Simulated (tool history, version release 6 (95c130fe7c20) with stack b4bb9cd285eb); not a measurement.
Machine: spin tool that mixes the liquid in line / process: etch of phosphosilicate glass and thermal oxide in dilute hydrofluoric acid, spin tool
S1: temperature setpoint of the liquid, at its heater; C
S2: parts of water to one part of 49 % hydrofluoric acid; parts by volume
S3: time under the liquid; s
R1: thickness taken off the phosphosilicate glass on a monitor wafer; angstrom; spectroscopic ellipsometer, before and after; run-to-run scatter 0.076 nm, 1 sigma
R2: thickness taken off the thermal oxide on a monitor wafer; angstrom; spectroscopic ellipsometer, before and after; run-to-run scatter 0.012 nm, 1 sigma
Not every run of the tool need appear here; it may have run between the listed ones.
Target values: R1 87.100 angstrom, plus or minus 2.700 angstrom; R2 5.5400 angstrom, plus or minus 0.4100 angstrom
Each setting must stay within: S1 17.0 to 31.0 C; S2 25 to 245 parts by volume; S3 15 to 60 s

| run | hour | S1 | S2 | S3 | R1 | R2 |
|---|---|---|---|---|---|---|
| 1 | 0.0 | 23.0 | 135 | 30 | 161.260 | 10.3050 |
| 2 | 6.3 | 23.0 | 135 | 20 | 110.040 | 6.8063 |
| 3 | 10.1 | 21.5 | 135 | 20 | 102.630 | 6.4259 |
| 4 | 18.7 | 20.5 | 135 | 20 | 100.140 | 6.4391 |
| 5 | 21.8 | 20.5 | 160 | 20 | 81.461 | 5.1894 |
| 6 | 23.8 | 20.5 | 140 | 20 | 95.719 | 6.3064 |
| 7 | 27.0 | 17.5 | 145 | 20 | 81.291 | 4.9985 |
| 8 | 33.8 | 18.0 | 145 | 20 | 82.726 | 5.1852 |

Consider the 4 candidate settings below. Which is the only one whose results all fall within their allowed miss of target?
| A | 40.6 | 17.0 | 105 | 15 | ? | ? |
| B | 40.6 | 27.5 | 160 | 15 | ? | ? |
| C | 40.6 | 19.5 | 195 | 25 | ? | ? |
| D | 40.6 | 22.0 | 170 | 20 | ? | ? |

| move | R1 | R2 |
|---|---|---|
| A | 86.040 | 5.6077 |
| B | 79.226 | 5.1636 |
| C | 77.512 | 5.0519 |
| D | 80.302 | 5.2337 |
A: all results in spec
B: moves away from the targets compared with the last run
C: moves away from the targets compared with the last run
D: moves away from the targets compared with the last run
A is the move that brings every result within its allowed miss.
